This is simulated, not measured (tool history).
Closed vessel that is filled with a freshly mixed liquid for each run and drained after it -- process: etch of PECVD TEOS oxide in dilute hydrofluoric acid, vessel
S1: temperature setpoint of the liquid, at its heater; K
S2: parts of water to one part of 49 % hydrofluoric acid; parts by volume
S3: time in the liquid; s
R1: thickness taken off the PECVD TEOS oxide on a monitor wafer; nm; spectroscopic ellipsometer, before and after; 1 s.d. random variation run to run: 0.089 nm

run 1 hour=0 | S1=297.15 S2=170 S3=95 | R1=6.5016
run 2 hour=7.9 | S1=299.65 S2=170 S3=95 | R1=7.1121
run 3 hour=8.5 | S1=301.15 S2=140 S3=95 | R1=9.5271
run 4 hour=12.5 | S1=303.65 S2=140 S3=95 | R1=10.422
run 5 hour=18 | S1=303.65 S2=85 S3=95 | R1=18.584
-- hour=23.3 thermometer replaced
run 6 hour=23.3 | S1=301.65 S2=85 S3=95 | R1=15.973
run 7 hour=29.1 | S1=302.65 S2=80 S3=95 | R1=17.832
run 8 hour=30.4 | S1=302.65 S2=80 S3=95 | R1=18.05

Run 9 has not been measured yet. What should we expect?
run 9 hour=31.4 | S1=303.15 S2=80 S3=95 | R1=?

{"run 9": {"R1": 18.225}}

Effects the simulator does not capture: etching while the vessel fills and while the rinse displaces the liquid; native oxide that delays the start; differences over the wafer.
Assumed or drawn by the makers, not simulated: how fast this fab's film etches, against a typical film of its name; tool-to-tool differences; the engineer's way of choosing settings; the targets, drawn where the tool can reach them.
